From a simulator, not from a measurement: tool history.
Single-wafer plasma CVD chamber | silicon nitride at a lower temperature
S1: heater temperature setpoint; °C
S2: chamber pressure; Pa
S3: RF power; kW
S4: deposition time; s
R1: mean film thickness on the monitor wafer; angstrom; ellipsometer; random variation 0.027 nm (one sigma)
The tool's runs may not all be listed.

run 1 hour=0.0 | S1=375 S2=224 S3=0.245 S4=8.9 | R1=89.030
run 2 hour=2.0 | S1=375 S2=201 S3=0.245 S4=8.9 | R1=86.422
run 3 hour=3.0 | S1=375 S2=201 S3=0.260 S4=8.9 | R1=90.904
run 4 hour=9.5 | S1=375 S2=211 S3=0.265 S4=8.9 | R1=93.182
run 5 hour=18.1 | S1=375 S2=245 S3=0.265 S4=8.9 | R1=96.485
run 6 hour=20.8 | S1=375 S2=249 S3=0.265 S4=8.9 | R1=96.856
run 7 hour=28.4 | S1=375 S2=253 S3=0.265 S4=8.9 | R1=97.924
run 8 hour=34.3 | S1=375 S2=257 S3=0.265 S4=8.9 | R1=97.788

Forecast run 9:
run 9 hour=35.0 | S1=375 S2=261 S3=0.265 S4=8.9 | R1=?

{"run 9": {"R1": 97.946}}
